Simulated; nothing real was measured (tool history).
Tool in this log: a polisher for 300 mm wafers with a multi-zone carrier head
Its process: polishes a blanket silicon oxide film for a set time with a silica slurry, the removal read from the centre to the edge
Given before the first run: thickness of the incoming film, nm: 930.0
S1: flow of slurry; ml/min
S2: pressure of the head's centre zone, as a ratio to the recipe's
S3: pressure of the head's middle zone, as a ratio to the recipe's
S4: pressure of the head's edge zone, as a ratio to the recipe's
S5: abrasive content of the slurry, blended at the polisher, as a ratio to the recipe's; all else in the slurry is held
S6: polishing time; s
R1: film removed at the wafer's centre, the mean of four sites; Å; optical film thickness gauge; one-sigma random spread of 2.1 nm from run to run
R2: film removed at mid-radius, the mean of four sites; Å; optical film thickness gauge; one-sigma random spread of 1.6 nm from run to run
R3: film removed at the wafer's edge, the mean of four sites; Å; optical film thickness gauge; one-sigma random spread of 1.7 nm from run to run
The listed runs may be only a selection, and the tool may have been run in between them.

run,hour,S1,S2,S3,S4,S5,S6,R1,R2,R3
1,0.0,285,1.00,1.00,1.00,1.00,61,2003.8,2055.8,2013.4
2,0.8,285,0.92,1.00,1.00,1.00,61,1907.4,2031.1,2041.7
3,2.6,285,0.94,0.98,0.98,0.90,61,1832.5,1959.8,1880.8
4,5.6,280,0.96,0.95,1.00,0.85,60,1781.4,1776.3,1817.3
5,13.3,280,0.96,0.95,1.08,0.85,60,1755.1,1792.1,1908.0
6,17.0,280,0.96,0.95,1.14,0.85,60,1779.9,1775.5,1909.8
7,24.2,285,0.98,0.94,1.12,0.80,59,1685.3,1678.0,1846.7

For run 8, what comes out?
8,28.0,275,1.01,0.94,1.08,0.75,59,?,?,?

Run 8 came out at R1 1640.7 Å, R2 1616.1 Å, R3 1729.6 Å.
